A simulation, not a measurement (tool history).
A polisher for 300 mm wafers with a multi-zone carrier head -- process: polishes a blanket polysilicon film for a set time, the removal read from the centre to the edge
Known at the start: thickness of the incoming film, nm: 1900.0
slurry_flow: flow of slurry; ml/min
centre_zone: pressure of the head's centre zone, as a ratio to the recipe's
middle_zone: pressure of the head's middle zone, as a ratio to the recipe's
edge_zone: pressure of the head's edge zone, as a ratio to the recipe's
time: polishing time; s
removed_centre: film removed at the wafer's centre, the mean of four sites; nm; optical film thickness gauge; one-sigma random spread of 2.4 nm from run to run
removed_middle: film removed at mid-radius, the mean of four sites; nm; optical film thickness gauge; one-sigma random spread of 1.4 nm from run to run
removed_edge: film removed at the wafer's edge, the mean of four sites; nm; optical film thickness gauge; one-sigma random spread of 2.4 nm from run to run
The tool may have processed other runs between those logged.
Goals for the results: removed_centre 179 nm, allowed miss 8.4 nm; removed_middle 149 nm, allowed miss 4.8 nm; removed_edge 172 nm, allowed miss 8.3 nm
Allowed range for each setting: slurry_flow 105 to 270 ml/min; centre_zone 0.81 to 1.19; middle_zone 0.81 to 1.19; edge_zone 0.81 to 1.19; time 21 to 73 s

Run 1, hour 0: slurry_flow 175 ml/min, centre_zone 1, middle_zone 1, edge_zone 1, time 47 s. Result: removed_centre 268 nm, removed_middle 260.8 nm, removed_edge 269.83 nm.
Run 2, hour 3.1: slurry_flow 170 ml/min, centre_zone 1, middle_zone 0.97, edge_zone 0.98, time 43 s. Result: removed_centre 242.09 nm, removed_middle 235.27 nm, removed_edge 238.06 nm.
Run 3, hour 6.7: slurry_flow 165 ml/min, centre_zone 1.01, middle_zone 0.94, edge_zone 1, time 40 s. Result: removed_centre 227.39 nm, removed_middle 212.7 nm, removed_edge 219.98 nm.
Run 4, hour 10.6: slurry_flow 160 ml/min, centre_zone 1.01, middle_zone 0.91, edge_zone 1.02, time 38 s. Result: removed_centre 213.89 nm, removed_middle 190.57 nm, removed_edge 207.35 nm.
Run 5, hour 19.4: slurry_flow 160 ml/min, centre_zone 1.01, middle_zone 0.83, edge_zone 1.02, time 38 s. Result: removed_centre 213.08 nm, removed_middle 178.71 nm, removed_edge 213.09 nm.
Run 6, hour 20.1: slurry_flow 160 ml/min, centre_zone 1.01, middle_zone 0.83, edge_zone 1.02, time 46 s. Result: removed_centre 263.24 nm, removed_middle 215.12 nm, removed_edge 255.56 nm.
Run 7, hour 24.8: slurry_flow 155 ml/min, centre_zone 1.01, middle_zone 0.83, edge_zone 1.01, time 43 s. Result: removed_centre 244.76 nm, removed_middle 199.96 nm, removed_edge 238.41 nm.
Run 8, hour 33.2: slurry_flow 150 ml/min, centre_zone 1.01, middle_zone 0.83, edge_zone 1.01, time 40 s. Result: removed_centre 223.87 nm, removed_middle 185.33 nm, removed_edge 214.87 nm.
Run 9, hour 38.3: slurry_flow 145 ml/min, centre_zone 1.01, middle_zone 0.83, edge_zone 1.01, time 39 s. Result: removed_centre 208.81 nm, removed_middle 180.82 nm, removed_edge 204.69 nm.
Run 10, hour 44.9: slurry_flow 140 ml/min, centre_zone 1.02, middle_zone 0.83, edge_zone 1.02, time 38 s. Result: removed_centre 207.18 nm, removed_middle 176.98 nm, removed_edge 207.26 nm.
Run 11, hour 52.3: slurry_flow 130 ml/min, centre_zone 1.03, middle_zone 0.81, edge_zone 0.94, time 30 s. Result: removed_centre 163.33 nm, removed_middle 132.3 nm, removed_edge 150.99 nm.
Run 12, hour 53.7: slurry_flow 140 ml/min, centre_zone 1.03, middle_zone 0.82, edge_zone 0.95, time 30 s. Result: removed_centre 163.89 nm, removed_middle 136.77 nm, removed_edge 155.02 nm.
Run 13, hour 56.3: slurry_flow 150 ml/min, centre_zone 1.03, middle_zone 0.82, edge_zone 0.96, time 30 s. Result: removed_centre 169.06 nm, removed_middle 140.07 nm, removed_edge 162.65 nm.
Run 14, hour 60.5: slurry_flow 155 ml/min, centre_zone 1.03, middle_zone 0.83, edge_zone 0.96, time 30 s. Result: removed_centre 172.85 nm, removed_middle 141.25 nm, removed_edge 163.15 nm.
Run 15, hour 66.1: slurry_flow 160 ml/min, centre_zone 1.03, middle_zone 0.83, edge_zone 0.96, time 30 s. Result: removed_centre 175.34 nm, removed_middle 141.97 nm, removed_edge 159.26 nm.
Run 16, hour 74.2: slurry_flow 160 ml/min, centre_zone 1.03, middle_zone 0.83, edge_zone 0.97, time 30 s. Result: removed_centre 170.34 nm, removed_middle 140.57 nm, removed_edge 164.59 nm.
Run 17, hour 76.2: slurry_flow 165 ml/min, centre_zone 1.03, middle_zone 0.84, edge_zone 0.97, time 30 s. Result: removed_centre 175.45 nm, removed_middle 144.46 nm, removed_edge 166.38 nm.

Exercise: of the 5 proposed moves below, exactly one satisfies all targets within the stated allowed misses. Which move is it?
Run A, hour 78.2: slurry_flow 180 ml/min, centre_zone 0.9, middle_zone 0.81, edge_zone 1.07, time 31 s. Result: removed_centre ?, removed_middle ?, removed_edge ?.
Run B, hour 78.2: slurry_flow 160 ml/min, centre_zone 1.11, middle_zone 0.9, edge_zone 0.88, time 28 s. Result: removed_centre ?, removed_middle ?, removed_edge ?.
Run C, hour 78.2: slurry_flow 160 ml/min, centre_zone 1.1, middle_zone 0.87, edge_zone 0.85, time 30 s. Result: removed_centre ?, removed_middle ?, removed_edge ?.
Run D, hour 78.2: slurry_flow 200 ml/min, centre_zone 1.02, middle_zone 0.83, edge_zone 1.01, time 30 s. Result: removed_centre ?, removed_middle ?, removed_edge ?.
Run E, hour 78.2: slurry_flow 150 ml/min, centre_zone 1.05, middle_zone 0.9, edge_zone 0.99, time 28 s. Result: removed_centre ?, removed_middle ?, removed_edge ?.

move  removed_centre  removed_middle  removed_edge
   A          158.39           146.9        181.46
   B          170.72          141.43        146.78
   C          181.29          147.35        154.89
   D          176.18          147.48        172.84
   E           159.4          139.57        153.59
A: puts the biggest miss on target and leaves a different result outside tolerance
B: misses by more than the last run did
C: puts the biggest miss on target and leaves a different result outside tolerance
D: hits every target within its allowed miss
E: misses by more than the last run did
D is the move that brings every result within its allowed miss.

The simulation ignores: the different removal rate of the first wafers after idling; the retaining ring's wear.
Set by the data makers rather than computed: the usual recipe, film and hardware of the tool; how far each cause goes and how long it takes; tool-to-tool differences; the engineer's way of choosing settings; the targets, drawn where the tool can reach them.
